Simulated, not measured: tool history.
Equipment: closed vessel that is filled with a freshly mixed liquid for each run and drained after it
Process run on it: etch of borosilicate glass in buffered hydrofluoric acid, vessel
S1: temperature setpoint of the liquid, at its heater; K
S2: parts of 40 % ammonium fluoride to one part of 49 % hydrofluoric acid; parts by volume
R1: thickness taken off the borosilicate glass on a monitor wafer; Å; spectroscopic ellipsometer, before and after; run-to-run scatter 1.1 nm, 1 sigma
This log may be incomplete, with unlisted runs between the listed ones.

run 1 hour=0 | S1=298.15 S2=14 time_in_the_liquid_(s)=100 | R1=871.11
run 2 hour=5.4 | S1=299.15 S2=13.5 time_in_the_liquid_(s)=100 | R1=973.07
run 3 hour=10.9 | S1=296.65 S2=13.5 time_in_the_liquid_(s)=100 | R1=835.59
run 4 hour=16.5 | S1=297.65 S2=13.5 time_in_the_liquid_(s)=100 | R1=886.73
run 5 hour=23.4 | S1=294.65 S2=13.5 time_in_the_liquid_(s)=100 | R1=754.41
run 6 hour=25.1 | S1=295.65 S2=13 time_in_the_liquid_(s)=100 | R1=815.08
run 7 hour=26.1 | S1=296.65 S2=13 time_in_the_liquid_(s)=100 | R1=874.06
run 8 hour=31.7 | S1=297.65 S2=13 time_in_the_liquid_(s)=100 | R1=912.62

Run 9 is up next; what results do you expect?
run 9 hour=35.1 | S1=298.65 S2=13 time_in_the_liquid_(s)=100 | R1=?

{"run 9": {"R1": 964.55}}
